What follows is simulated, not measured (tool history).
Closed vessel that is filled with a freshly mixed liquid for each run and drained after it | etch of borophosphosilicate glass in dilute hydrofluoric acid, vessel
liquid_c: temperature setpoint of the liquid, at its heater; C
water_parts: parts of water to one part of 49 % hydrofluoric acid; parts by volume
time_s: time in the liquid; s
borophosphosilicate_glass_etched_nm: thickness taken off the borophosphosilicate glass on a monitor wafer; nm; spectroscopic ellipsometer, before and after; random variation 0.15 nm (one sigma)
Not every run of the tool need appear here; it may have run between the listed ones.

run  hour  liquid_c  water_parts  time_s  borophosphosilicate_glass_etched_nm
  1   0.0      26.0          120      30                               14.367
  2   6.0      29.0          120      30                               16.005
  3  14.0      30.5          115      30                               17.790
  4  16.2      31.5          110      30                               19.848
  5  23.7      32.0          110      30                               19.843
  6  32.5      32.0          110      30                               20.073
  7  34.5      32.5          110      30                               20.341

Expected results for the next run?
  8  43.5      33.0          110      30                                    ?

{"run 8": {"borophosphosilicate_glass_etched_nm": 20.815}}
